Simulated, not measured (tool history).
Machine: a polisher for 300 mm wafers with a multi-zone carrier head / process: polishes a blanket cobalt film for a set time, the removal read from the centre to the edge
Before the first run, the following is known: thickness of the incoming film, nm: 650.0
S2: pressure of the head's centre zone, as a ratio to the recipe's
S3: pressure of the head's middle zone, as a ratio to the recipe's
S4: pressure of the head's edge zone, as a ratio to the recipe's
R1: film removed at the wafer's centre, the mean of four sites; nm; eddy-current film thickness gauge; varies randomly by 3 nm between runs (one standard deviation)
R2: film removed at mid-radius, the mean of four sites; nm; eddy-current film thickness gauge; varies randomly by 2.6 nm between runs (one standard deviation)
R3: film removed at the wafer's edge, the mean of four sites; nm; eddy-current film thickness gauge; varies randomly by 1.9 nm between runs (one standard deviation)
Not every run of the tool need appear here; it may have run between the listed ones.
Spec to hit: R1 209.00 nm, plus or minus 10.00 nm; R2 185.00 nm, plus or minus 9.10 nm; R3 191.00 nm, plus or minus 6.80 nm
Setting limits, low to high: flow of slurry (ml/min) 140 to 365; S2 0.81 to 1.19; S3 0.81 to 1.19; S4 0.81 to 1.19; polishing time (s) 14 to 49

{"run": 1, "hour": 0.0, "flow of slurry (ml/min)": 235, "S2": 1.0, "S3": 1.0, "S4": 1.0, "polishing time (s)": 31, "R1": 159.06, "R2": 166.75, "R3": 166.21}
{"run": 2, "hour": 8.1, "flow of slurry (ml/min)": 235, "S2": 1.0, "S3": 1.0, "S4": 0.97, "polishing time (s)": 31, "R1": 162.37, "R2": 171.45, "R3": 163.47}
{"run": 3, "hour": 11.1, "flow of slurry (ml/min)": 235, "S2": 1.0, "S3": 1.0, "S4": 1.05, "polishing time (s)": 31, "R1": 165.36, "R2": 168.38, "R3": 170.16}
{"run": 4, "hour": 12.8, "flow of slurry (ml/min)": 235, "S2": 1.0, "S3": 1.0, "S4": 1.05, "polishing time (s)": 23, "R1": 123.17, "R2": 126.97, "R3": 126.12}
{"run": 5, "hour": 15.0, "flow of slurry (ml/min)": 240, "S2": 1.03, "S3": 1.01, "S4": 1.06, "polishing time (s)": 25, "R1": 137.45, "R2": 137.76, "R3": 138.28}
{"run": 6, "hour": 15.6, "flow of slurry (ml/min)": 245, "S2": 1.06, "S3": 1.02, "S4": 1.08, "polishing time (s)": 27, "R1": 150.15, "R2": 152.9, "R3": 149.55}
{"run": 7, "hour": 20.6, "flow of slurry (ml/min)": 250, "S2": 1.09, "S3": 1.0, "S4": 1.09, "polishing time (s)": 28, "R1": 158.23, "R2": 151.37, "R3": 154.21}
{"run": 8, "hour": 23.9, "flow of slurry (ml/min)": 255, "S2": 1.11, "S3": 1.0, "S4": 1.1, "polishing time (s)": 29, "R1": 169.9, "R2": 157.41, "R3": 163.99}
{"run": 9, "hour": 26.4, "flow of slurry (ml/min)": 260, "S2": 1.13, "S3": 1.01, "S4": 1.11, "polishing time (s)": 30, "R1": 178.08, "R2": 165.07, "R3": 167.66}
{"run": 10, "hour": 32.1, "flow of slurry (ml/min)": 260, "S2": 1.14, "S3": 1.01, "S4": 1.12, "polishing time (s)": 31, "R1": 186.62, "R2": 168.07, "R3": 174.82}
{"run": 11, "hour": 40.3, "flow of slurry (ml/min)": 265, "S2": 1.15, "S3": 1.02, "S4": 1.13, "polishing time (s)": 31, "R1": 189.22, "R2": 174.87, "R3": 178.0}
{"run": 12, "hour": 43.7, "flow of slurry (ml/min)": 270, "S2": 1.16, "S3": 1.02, "S4": 1.13, "polishing time (s)": 31, "R1": 196.42, "R2": 175.19, "R3": 177.65}
{"run": 13, "hour": 52.2, "flow of slurry (ml/min)": 275, "S2": 1.16, "S3": 1.02, "S4": 1.14, "polishing time (s)": 31, "R1": 191.85, "R2": 172.35, "R3": 180.72}
{"run": 14, "hour": 60.3, "flow of slurry (ml/min)": 280, "S2": 1.17, "S3": 1.02, "S4": 1.14, "polishing time (s)": 31, "R1": 195.37, "R2": 170.89, "R3": 177.91}
{"run": 15, "hour": 60.8, "flow of slurry (ml/min)": 280, "S2": 1.17, "S3": 1.03, "S4": 1.15, "polishing time (s)": 31, "R1": 196.5, "R2": 177.95, "R3": 180.96}
{"run": 16, "hour": 68.5, "flow of slurry (ml/min)": 285, "S2": 1.17, "S3": 1.03, "S4": 1.16, "polishing time (s)": 31, "R1": 195.99, "R2": 175.23, "R3": 185.04}

Consider the 4 candidate settings below. Which is the only one whose results all fall within their allowed miss of target?
{"run": "A", "hour": 76.2, "flow of slurry (ml/min)": 255, "S2": 1.19, "S3": 1.04, "S4": 1.15, "polishing time (s)": 33, "R1": "?", "R2": "?", "R3": "?"}
{"run": "B", "hour": 76.2, "flow of slurry (ml/min)": 285, "S2": 1.11, "S3": 1.08, "S4": 1.17, "polishing time (s)": 31, "R1": "?", "R2": "?", "R3": "?"}
{"run": "C", "hour": 76.2, "flow of slurry (ml/min)": 365, "S2": 1.19, "S3": 1.02, "S4": 1.19, "polishing time (s)": 30, "R1": "?", "R2": "?", "R3": "?"}
{"run": "D", "hour": 76.2, "flow of slurry (ml/min)": 365, "S2": 1.17, "S3": 1.03, "S4": 1.06, "polishing time (s)": 30, "R1": "?", "R2": "?", "R3": "?"}

move=A R1=208.48 R2=183.95 R3=189.29
move=B R1=184.44 R2=180.10 R3=180.53
move=C R1=195.24 R2=168.99 R3=178.86
move=D R1=191.95 R2=170.45 R3=168.57
A: each result inside its tolerance
B: moves away from the targets compared with the last run
C: moves away from the targets compared with the last run
D: moves away from the targets compared with the last run
So the answer is move A, the one that meets all the targets.

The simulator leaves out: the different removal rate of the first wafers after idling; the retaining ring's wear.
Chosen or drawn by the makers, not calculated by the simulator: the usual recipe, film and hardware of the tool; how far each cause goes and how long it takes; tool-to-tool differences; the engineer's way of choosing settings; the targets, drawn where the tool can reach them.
